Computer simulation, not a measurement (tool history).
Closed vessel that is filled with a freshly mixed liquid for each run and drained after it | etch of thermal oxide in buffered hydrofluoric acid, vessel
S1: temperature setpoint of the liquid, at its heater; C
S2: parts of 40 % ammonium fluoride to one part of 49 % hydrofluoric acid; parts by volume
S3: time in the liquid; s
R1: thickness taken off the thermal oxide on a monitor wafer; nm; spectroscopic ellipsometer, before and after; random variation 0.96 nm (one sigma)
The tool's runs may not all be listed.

run    day    S1   S2  S3      R1
  1  0.000  21.0  7.5  95  117.98
  2  0.292  19.0  7.5  95  105.14
  3  0.450  20.0  7.5  95  111.41
  4  0.521  21.0  7.5  95  117.10
  5  0.750  21.5  7.5  95  121.75
  6  0.983  21.5  5.5  95  161.21
  7  1.254  21.0  5.5  95  155.86

Run 8 comes next. What will it give?
  8  1.554  20.5  5.5  95   ?

R1: 152.04 nm
